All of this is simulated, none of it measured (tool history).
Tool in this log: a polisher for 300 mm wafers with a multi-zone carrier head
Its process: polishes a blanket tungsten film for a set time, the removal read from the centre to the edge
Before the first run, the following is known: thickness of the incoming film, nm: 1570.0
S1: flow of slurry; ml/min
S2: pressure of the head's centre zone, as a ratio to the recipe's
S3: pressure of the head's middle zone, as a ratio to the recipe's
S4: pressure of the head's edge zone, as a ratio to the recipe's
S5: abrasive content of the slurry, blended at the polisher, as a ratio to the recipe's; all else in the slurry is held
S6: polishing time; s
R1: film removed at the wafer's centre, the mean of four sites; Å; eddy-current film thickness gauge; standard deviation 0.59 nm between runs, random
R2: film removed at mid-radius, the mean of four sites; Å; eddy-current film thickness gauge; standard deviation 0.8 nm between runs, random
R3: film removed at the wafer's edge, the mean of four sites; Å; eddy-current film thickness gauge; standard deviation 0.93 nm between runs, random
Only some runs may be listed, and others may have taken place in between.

Run 1, day 0: S1 260 ml/min, S2 1, S3 1, S4 1, S5 1, S6 51 s. Result: R1 1431 Å, R2 1432.3 Å, R3 1409.2 Å.
Run 2, day 0.092: S1 260 ml/min, S2 1.07, S3 1, S4 1, S5 1, S6 51 s. Result: R1 1510.4 Å, R2 1449.5 Å, R3 1425.2 Å.
Run 3, day 0.238: S1 260 ml/min, S2 1.07, S3 0.96, S4 1, S5 1, S6 51 s. Result: R1 1516.9 Å, R2 1404.1 Å, R3 1422.8 Å.
Run 4, day 0.442: S1 260 ml/min, S2 1.03, S3 0.96, S4 0.95, S5 0.85, S6 43 s. Result: R1 1195.7 Å, R2 1147.3 Å, R3 1168 Å.
Run 5, day 0.675: S1 265 ml/min, S2 1.04, S3 0.99, S4 0.91, S5 0.75, S6 36 s. Result: R1 1009.4 Å, R2 968.25 Å, R3 926.29 Å.
Run 6, day 0.792: S1 265 ml/min, S2 1.04, S3 0.99, S4 0.86, S5 0.75, S6 36 s. Result: R1 1006.2 Å, R2 959.69 Å, R3 925.97 Å.
Run 7, day 0.967: S1 265 ml/min, S2 1.02, S3 1, S4 0.86, S5 0.65, S6 33 s. Result: R1 884.28 Å, R2 892.14 Å, R3 822.65 Å.
Run 8, day 1.021: S1 260 ml/min, S2 1.01, S3 0.99, S4 0.85, S5 0.6, S6 32 s. Result: R1 832.87 Å, R2 822.33 Å, R3 765.57 Å.
Run 9, day 1.392: S1 240 ml/min, S2 0.99, S3 0.99, S4 0.84, S5 0.6, S6 32 s. Result: R1 804.06 Å, R2 837.95 Å, R3 771.65 Å.
Run 10, day 1.412: S1 240 ml/min, S2 0.99, S3 0.98, S4 0.83, S5 0.55, S6 32 s. Result: R1 805.74 Å, R2 827.55 Å, R3 771.79 Å.

Expected results for the next run?
Run 11, day 1.462: S1 245 ml/min, S2 0.99, S3 0.98, S4 0.83, S5 0.55, S6 31 s. Result: R1 ?, R2 ?, R3 ?.

R1: 784.56 Å
R2: 799 Å
R3: 731.6 Å
